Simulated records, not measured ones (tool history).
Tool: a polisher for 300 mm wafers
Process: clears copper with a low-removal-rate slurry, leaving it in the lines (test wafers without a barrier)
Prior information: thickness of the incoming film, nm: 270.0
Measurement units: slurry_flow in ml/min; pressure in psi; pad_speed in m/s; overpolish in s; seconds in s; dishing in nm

run  hour  slurry_flow  pressure  pad_speed  slurry_solids  overpolish  seconds  dishing
  1     0          185         2       1.24              1          26   99.068   24.884
  2   5.2          185       1.5       1.24              1          26   125.16   22.003
  3   8.9          185       1.5       0.96              1          26   160.28   19.561
  4  11.2          185       1.5       0.96              1          32   160.83   21.783
  5    20          190       1.9       1.04              1          29   123.04   24.808
  6  21.9          190       2.3       1.04              1          29   102.15   25.561
  7  27.8          195       2.5        1.1              1          28   88.597    26.69
  8  34.6          195       2.6       1.16              1          27   81.415   27.988
  9  39.1          195       2.7       1.22              1          26    75.72   28.028
 10  42.6          200       2.8       1.26              1          25   70.971   28.559
 11  48.4          200       2.9        1.3              1          25   66.104   29.127
 12  53.3          200       2.9       1.34              1          25   63.018   28.574
 13  56.1          200       2.9       1.36              1          26   64.368   29.098

What does the tool deliver on the next run?
 14  58.1          200       2.9        1.4              1          26        ?        ?

{"run 14": {"seconds": 61.55, "dishing": 29.809}}
